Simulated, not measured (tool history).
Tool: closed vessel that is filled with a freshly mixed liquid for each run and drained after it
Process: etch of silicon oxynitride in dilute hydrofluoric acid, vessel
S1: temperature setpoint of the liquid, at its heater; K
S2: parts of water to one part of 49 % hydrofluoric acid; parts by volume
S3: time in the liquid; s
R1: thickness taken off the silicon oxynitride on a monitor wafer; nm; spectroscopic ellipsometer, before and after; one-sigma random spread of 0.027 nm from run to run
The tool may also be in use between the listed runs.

| run | day | S1 | S2 | S3 | R1 |
|---|---|---|---|---|---|
| 1 | 0 | 296.15 | 155 | 885 | 10.434 |
| 2 | 0.208 | 298.15 | 155 | 885 | 11.452 |
| 3 | 0.538 | 298.15 | 130 | 885 | 13.993 |
| 4 | 0.696 | 301.15 | 130 | 885 | 15.953 |
|  | 0.925 | thermometer replaced |
| 5 | 0.925 | 299.65 | 150 | 885 | 11.698 |
| 6 | 1.296 | 299.65 | 150 | 885 | 11.588 |
| 7 | 1.462 | 298.65 | 165 | 885 | 9.9388 |
| 8 | 1.858 | 297.65 | 175 | 885 | 8.7953 |
| 9 | 1.992 | 296.65 | 185 | 885 | 7.9148 |
| 10 | 2.079 | 295.65 | 195 | 885 | 7.1951 |
| 11 | 2.171 | 295.15 | 205 | 885 | 6.5771 |

Run 12, settings as shown, results not yet in. Your forecast:
| 12 | 2.304 | 294.65 | 215 | 885 | ? |

Run 12 produced R1 6.1828 nm.

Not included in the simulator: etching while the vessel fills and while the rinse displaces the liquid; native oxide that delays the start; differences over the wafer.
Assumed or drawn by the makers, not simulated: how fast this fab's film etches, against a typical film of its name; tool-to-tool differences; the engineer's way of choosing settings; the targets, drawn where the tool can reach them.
